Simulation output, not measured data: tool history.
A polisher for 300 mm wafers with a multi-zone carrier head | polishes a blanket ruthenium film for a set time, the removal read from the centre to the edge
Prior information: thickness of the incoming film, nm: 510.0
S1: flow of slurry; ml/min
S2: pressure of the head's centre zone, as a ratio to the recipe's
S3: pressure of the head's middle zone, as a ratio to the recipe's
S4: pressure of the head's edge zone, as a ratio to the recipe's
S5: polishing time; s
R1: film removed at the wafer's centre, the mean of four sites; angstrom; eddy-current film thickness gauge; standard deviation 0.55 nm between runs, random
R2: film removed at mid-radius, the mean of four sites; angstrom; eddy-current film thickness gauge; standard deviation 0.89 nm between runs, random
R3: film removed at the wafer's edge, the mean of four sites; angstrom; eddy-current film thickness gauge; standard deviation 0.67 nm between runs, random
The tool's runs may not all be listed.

run 1 hour=0 | S1=285 S2=1 S3=1 S4=1 S5=30 | R1=381.6 R2=389.47 R3=409.44
run 2 hour=5.6 | S1=290 S2=1.01 S3=1.05 S4=1.03 S5=33 | R1=420.59 R2=461.84 R3=449.38
run 3 hour=9.2 | S1=290 S2=1.01 S3=0.96 S4=1.03 S5=33 | R1=421.8 R2=425.78 R3=446.44
run 4 hour=16.4 | S1=285 S2=1 S3=0.97 S4=1.05 S5=36 | R1=451.32 R2=459.23 R3=495.66
run 5 hour=24.8 | S1=285 S2=1.04 S3=0.97 S4=1.05 S5=36 | R1=460.58 R2=477.37 R3=496.58
run 6 hour=30.9 | S1=285 S2=1.05 S3=0.99 S4=1.07 S5=38 | R1=499.57 R2=516.89 R3=531.27
run 7 hour=39.1 | S1=285 S2=1.05 S3=1.02 S4=1.09 S5=39 | R1=508.27 R2=518.45 R3=551.71
run 8 hour=42 | S1=290 S2=1.04 S3=1.06 S4=1.08 S5=40 | R1=513.17 R2=567.54 R3=557.19
run 9 hour=46 | S1=295 S2=1.04 S3=1.07 S4=1.1 S5=41 | R1=528.86 R2=569.62 R3=578.16

Run 10 has not been measured yet. What should we expect?
run 10 hour=49.9 | S1=295 S2=1.04 S3=1.07 S4=1.1 S5=41 | R1=? R2=? R3=?

{"run 10": {"R1": 535.3, "R2": 562.42, "R3": 573.13}}

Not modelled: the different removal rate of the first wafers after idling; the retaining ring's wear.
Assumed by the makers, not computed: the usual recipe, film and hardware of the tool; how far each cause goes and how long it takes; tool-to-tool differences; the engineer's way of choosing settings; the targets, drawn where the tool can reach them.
